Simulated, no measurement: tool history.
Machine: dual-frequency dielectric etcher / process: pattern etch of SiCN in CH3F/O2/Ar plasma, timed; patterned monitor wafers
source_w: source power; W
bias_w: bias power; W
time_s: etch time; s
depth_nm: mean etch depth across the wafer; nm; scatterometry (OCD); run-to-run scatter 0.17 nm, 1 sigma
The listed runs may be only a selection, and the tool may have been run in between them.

{"run": 1, "hour": 0.0, "source_w": 400, "bias_w": 57, "time_s": 55, "depth_nm": 21.883}
{"run": 2, "hour": 4.9, "source_w": 400, "bias_w": 50, "time_s": 55, "depth_nm": 20.7}
{"run": 3, "hour": 9.4, "source_w": 400, "bias_w": 50, "time_s": 55, "depth_nm": 20.975}
{"run": 4, "hour": 12.4, "source_w": 430, "bias_w": 51, "time_s": 55, "depth_nm": 21.788}
{"run": 5, "hour": 17.6, "source_w": 430, "bias_w": 51, "time_s": 58, "depth_nm": 23.1}
{"hour": 22.9, "done": "wet clean of the chamber"}
{"run": 6, "hour": 22.9, "source_w": 430, "bias_w": 45, "time_s": 58, "depth_nm": 21.068}
{"run": 7, "hour": 24.9, "source_w": 450, "bias_w": 46, "time_s": 58, "depth_nm": 21.65}

Run 8 has not been measured yet. What should we expect?
{"run": 8, "hour": 29.7, "source_w": 460, "bias_w": 48, "time_s": 58, "depth_nm": "?"}

{"run 8": {"depth_nm": 22.098}}
